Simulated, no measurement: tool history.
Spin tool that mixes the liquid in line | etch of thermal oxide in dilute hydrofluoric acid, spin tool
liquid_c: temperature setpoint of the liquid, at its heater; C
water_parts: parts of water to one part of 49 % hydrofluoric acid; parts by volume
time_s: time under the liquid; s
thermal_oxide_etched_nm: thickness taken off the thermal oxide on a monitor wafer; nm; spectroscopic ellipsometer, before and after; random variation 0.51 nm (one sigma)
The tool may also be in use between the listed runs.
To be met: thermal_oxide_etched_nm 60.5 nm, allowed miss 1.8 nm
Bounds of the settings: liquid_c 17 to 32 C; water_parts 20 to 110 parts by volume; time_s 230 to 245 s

run 1 hour=0 | liquid_c=24 water_parts=60 time_s=230 | thermal_oxide_etched_nm=20.6
run 2 hour=5.1 | liquid_c=27 water_parts=60 time_s=230 | thermal_oxide_etched_nm=22.997
run 3 hour=10.2 | liquid_c=27 water_parts=60 time_s=230 | thermal_oxide_etched_nm=23.004
run 4 hour=12.4 | liquid_c=28.5 water_parts=50 time_s=235 | thermal_oxide_etched_nm=30.463
run 5 hour=19.9 | liquid_c=28.5 water_parts=30 time_s=235 | thermal_oxide_etched_nm=51.897
run 6 hour=28 | liquid_c=30.5 water_parts=30 time_s=235 | thermal_oxide_etched_nm=56.722
run 7 hour=34.3 | liquid_c=30.5 water_parts=30 time_s=235 | thermal_oxide_etched_nm=56.776
run 8 hour=35.6 | liquid_c=31 water_parts=30 time_s=235 | thermal_oxide_etched_nm=58.462

4 next moves are on the table. One of them brings every result within its allowed miss. Which?
run A hour=36.9 | liquid_c=32 water_parts=35 time_s=245 | thermal_oxide_etched_nm=?
run B hour=36.9 | liquid_c=31 water_parts=30 time_s=245 | thermal_oxide_etched_nm=?
run C hour=36.9 | liquid_c=31.5 water_parts=30 time_s=230 | thermal_oxide_etched_nm=?
run D hour=36.9 | liquid_c=27 water_parts=30 time_s=245 | thermal_oxide_etched_nm=?

move=A thermal_oxide_etched_nm=52.707
move=B thermal_oxide_etched_nm=59.597
move=C thermal_oxide_etched_nm=57.069
move=D thermal_oxide_etched_nm=50.719
A: further off than the last run
B: meets every target
C: further off than the last run
D: further off than the last run
Answer: B
